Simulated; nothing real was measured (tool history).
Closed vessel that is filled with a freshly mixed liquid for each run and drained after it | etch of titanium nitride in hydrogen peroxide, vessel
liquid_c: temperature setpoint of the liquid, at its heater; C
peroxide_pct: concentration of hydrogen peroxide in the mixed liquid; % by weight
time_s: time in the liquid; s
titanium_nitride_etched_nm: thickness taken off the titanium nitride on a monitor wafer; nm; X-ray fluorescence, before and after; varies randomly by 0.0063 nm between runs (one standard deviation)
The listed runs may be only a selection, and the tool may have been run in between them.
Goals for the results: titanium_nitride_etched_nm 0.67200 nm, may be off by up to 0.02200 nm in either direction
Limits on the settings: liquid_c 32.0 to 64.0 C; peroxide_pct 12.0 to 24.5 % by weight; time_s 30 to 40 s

run 1 hour=0.0 | liquid_c=48.0 peroxide_pct=16.5 time_s=40 | titanium_nitride_etched_nm=1.24870
run 2 hour=5.1 | liquid_c=48.0 peroxide_pct=18.0 time_s=40 | titanium_nitride_etched_nm=1.30180
run 3 hour=9.8 | liquid_c=45.5 peroxide_pct=18.0 time_s=40 | titanium_nitride_etched_nm=1.08790
run 4 hour=16.8 | liquid_c=49.5 peroxide_pct=18.0 time_s=40 | titanium_nitride_etched_nm=1.43830
run 5 hour=17.8 | liquid_c=49.5 peroxide_pct=16.5 time_s=40 | titanium_nitride_etched_nm=1.42930
run 6 hour=23.8 | liquid_c=49.5 peroxide_pct=16.5 time_s=40 | titanium_nitride_etched_nm=1.42530
run 7 hour=30.5 | liquid_c=41.5 peroxide_pct=16.0 time_s=40 | titanium_nitride_etched_nm=0.76858
run 8 hour=37.7 | liquid_c=41.0 peroxide_pct=16.0 time_s=40 | titanium_nitride_etched_nm=0.74409
run 9 hour=42.4 | liquid_c=41.0 peroxide_pct=16.0 time_s=40 | titanium_nitride_etched_nm=0.73956

Exercise: of the 5 proposed moves below, exactly one satisfies all targets within the stated allowed misses. Which move is it?
run A hour=47.1 | liquid_c=38.5 peroxide_pct=15.5 time_s=40 | titanium_nitride_etched_nm=?
run B hour=47.1 | liquid_c=42.0 peroxide_pct=12.0 time_s=40 | titanium_nitride_etched_nm=?
run C hour=47.1 | liquid_c=42.5 peroxide_pct=17.5 time_s=40 | titanium_nitride_etched_nm=?
run D hour=47.1 | liquid_c=41.0 peroxide_pct=14.5 time_s=40 | titanium_nitride_etched_nm=?
run E hour=47.1 | liquid_c=43.0 peroxide_pct=18.0 time_s=30 | titanium_nitride_etched_nm=?

move=A titanium_nitride_etched_nm=0.61540
move=B titanium_nitride_etched_nm=0.76313
move=C titanium_nitride_etched_nm=0.85805
move=D titanium_nitride_etched_nm=0.73571
move=E titanium_nitride_etched_nm=0.67234
A: moves the result that the last run missed by most past its target, out the other side
B: the biggest miss grows against the last run
C: the biggest miss grows against the last run
D: an improvement on the last run, though not all results are within tolerance
E: every result within its allowed miss
Answer: E
